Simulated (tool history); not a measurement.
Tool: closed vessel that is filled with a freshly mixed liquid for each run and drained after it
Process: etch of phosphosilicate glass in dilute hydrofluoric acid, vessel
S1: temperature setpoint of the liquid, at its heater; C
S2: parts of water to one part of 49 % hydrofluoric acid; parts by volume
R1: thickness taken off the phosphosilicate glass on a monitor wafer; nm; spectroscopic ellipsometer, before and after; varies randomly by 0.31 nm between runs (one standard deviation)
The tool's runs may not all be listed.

{"run": 1, "hour": 0.0, "S1": 20, "S2": 110, "time in the liquid (s)": 30, "R1": 17.66}
{"run": 2, "hour": 4.7, "S1": 20, "S2": 110, "time in the liquid (s)": 30, "R1": 17.716}
{"run": 3, "hour": 7.7, "S1": 17, "S2": 110, "time in the liquid (s)": 30, "R1": 15.793}
{"run": 4, "hour": 11.2, "S1": 17, "S2": 135, "time in the liquid (s)": 30, "R1": 12.365}
{"run": 5, "hour": 15.6, "S1": 17, "S2": 150, "time in the liquid (s)": 30, "R1": 11.038}
{"run": 6, "hour": 18.3, "S1": 19, "S2": 150, "time in the liquid (s)": 30, "R1": 11.995}

Forecast run 7:
{"run": 7, "hour": 24.9, "S1": 21, "S2": 130, "time in the liquid (s)": 30, "R1": "?"}

Run 7 came out at R1 15.164 nm.
